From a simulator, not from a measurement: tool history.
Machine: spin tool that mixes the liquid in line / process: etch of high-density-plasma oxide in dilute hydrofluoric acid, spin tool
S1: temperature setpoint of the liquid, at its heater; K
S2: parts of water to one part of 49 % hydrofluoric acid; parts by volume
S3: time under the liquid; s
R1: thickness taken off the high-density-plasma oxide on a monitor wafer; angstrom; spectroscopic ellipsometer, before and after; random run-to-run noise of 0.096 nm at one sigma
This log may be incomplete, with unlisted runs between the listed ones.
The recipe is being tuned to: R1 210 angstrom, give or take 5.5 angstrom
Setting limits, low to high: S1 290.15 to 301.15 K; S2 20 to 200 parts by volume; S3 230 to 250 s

Run 1, hour 0: S1 293.15 K, S2 110 parts by volume, S3 230 s. Result: R1 113.64 angstrom.
Run 2, hour 2.5: S1 293.15 K, S2 110 parts by volume, S3 250 s. Result: R1 123.19 angstrom.
Run 3, hour 6.3: S1 295.65 K, S2 105 parts by volume, S3 250 s. Result: R1 144.85 angstrom.
Run 4, hour 10.7: S1 295.65 K, S2 80 parts by volume, S3 250 s. Result: R1 195.65 angstrom.
At hour 14.3: hydrofluoric acid flow meter replaced.
Run 5, hour 14.3: S1 295.65 K, S2 45 parts by volume, S3 250 s. Result: R1 339.9 angstrom.
Run 6, hour 20.9: S1 294.15 K, S2 55 parts by volume, S3 250 s. Result: R1 255.67 angstrom.
Run 7, hour 26.6: S1 293.15 K, S2 55 parts by volume, S3 250 s. Result: R1 244.95 angstrom.
Run 8, hour 33.1: S1 292.15 K, S2 55 parts by volume, S3 250 s. Result: R1 236.1 angstrom.
Run 9, hour 36.9: S1 291.65 K, S2 55 parts by volume, S3 250 s. Result: R1 230.99 angstrom.
Run 10, hour 43.7: S1 291.65 K, S2 55 parts by volume, S3 250 s. Result: R1 231.15 angstrom.

Which one of the following 5 next-run settings gets every result inside its allowed miss? There is exactly one.
Run A, hour 50.5: S1 292.15 K, S2 50 parts by volume, S3 250 s. Result: R1 ?.
Run B, hour 50.5: S1 290.65 K, S2 45 parts by volume, S3 240 s. Result: R1 ?.
Run C, hour 50.5: S1 292.15 K, S2 55 parts by volume, S3 250 s. Result: R1 ?.
Run D, hour 50.5: S1 294.15 K, S2 55 parts by volume, S3 250 s. Result: R1 ?.
Run E, hour 50.5: S1 290.65 K, S2 55 parts by volume, S3 240 s. Result: R1 ?.

move      R1
   A   261.4
   B  262.87
   C  236.26
   D  257.13
   E  212.66
A: its largest miss is bigger than the last run's
B: its largest miss is bigger than the last run's
C: its largest miss is bigger than the last run's
D: its largest miss is bigger than the last run's
E: every result within its allowed miss
Move E is the one to make.

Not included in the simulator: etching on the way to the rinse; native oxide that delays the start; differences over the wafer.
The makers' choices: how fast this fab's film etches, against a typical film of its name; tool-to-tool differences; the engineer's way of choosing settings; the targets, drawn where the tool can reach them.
